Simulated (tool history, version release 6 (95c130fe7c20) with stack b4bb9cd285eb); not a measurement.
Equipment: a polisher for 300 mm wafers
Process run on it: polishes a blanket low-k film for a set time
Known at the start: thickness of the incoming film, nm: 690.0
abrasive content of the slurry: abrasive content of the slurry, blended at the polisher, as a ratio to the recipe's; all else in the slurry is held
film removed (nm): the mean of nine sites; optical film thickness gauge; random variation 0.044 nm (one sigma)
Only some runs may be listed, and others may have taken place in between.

run    day  flow of slurry (ml/min)  pressure of the wafer on the pad (psi)  speed of the pad under the wafer (m/s)  abrasive content of the slurry  polishing time (s)  film removed (nm)
  1      0                      280                                     2.2                                    0.88                               1                  50             17.877
  2  0.362                      275                                     1.8                                    0.76                               1                  50             13.365
  3  0.583                      270                                     1.6                                    0.66                               1                  50             10.962
  4  0.617                      270                                     1.2                                    0.66                               1                  50             8.2051
  5  0.904                      300                                     1.2                                    0.66                               1                  50             8.3003
  6      1                      230                                     1.2                                    0.66                               1                  50             7.9762
  7  1.342                      215                                     1.1                                    0.66                               1                  50             7.4209
  8  1.425                      205                                     1.1                                    0.66                               1                  50             7.2279

The next listed run, before its measurement:
  9  1.621                      195                                     1.1                                    0.66                               1                  50                  ?

Run 9 produced film removed (nm) 7.1757.
